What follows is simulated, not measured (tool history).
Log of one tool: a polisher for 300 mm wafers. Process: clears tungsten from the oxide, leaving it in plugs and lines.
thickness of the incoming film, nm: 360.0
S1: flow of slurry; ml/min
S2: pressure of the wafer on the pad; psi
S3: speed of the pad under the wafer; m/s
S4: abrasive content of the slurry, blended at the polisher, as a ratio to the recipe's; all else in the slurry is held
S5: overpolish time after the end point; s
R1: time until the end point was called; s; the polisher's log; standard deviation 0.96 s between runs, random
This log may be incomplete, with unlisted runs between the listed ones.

run 1 hour=0 | S1=265 S2=4 S3=1.22 S4=1 S5=35 | R1=57.15
run 2 hour=0.7 | S1=230 S2=4 S3=1.22 S4=1 S5=35 | R1=58.871
run 3 hour=4.7 | S1=225 S2=3.8 S3=1.22 S4=1 S5=35 | R1=60.247
run 4 hour=13.5 | S1=225 S2=3.8 S3=1.22 S4=1 S5=37 | R1=59.464
run 5 hour=14.3 | S1=225 S2=3.8 S3=1.22 S4=1 S5=35 | R1=60.258
run 6 hour=14.9 | S1=225 S2=4.2 S3=1.22 S4=1 S5=35 | R1=57.54
run 7 hour=21.6 | S1=225 S2=4.2 S3=1.22 S4=1 S5=35 | R1=56.528
run 8 hour=27.2 | S1=225 S2=3.8 S3=1.2 S4=1 S5=35 | R1=61.459

Run 9, settings as shown, results not yet in. Your forecast:
run 9 hour=34.2 | S1=225 S2=3.5 S3=1.2 S4=1 S5=35 | R1=?

Logged for run 9: R1 62.774 s.
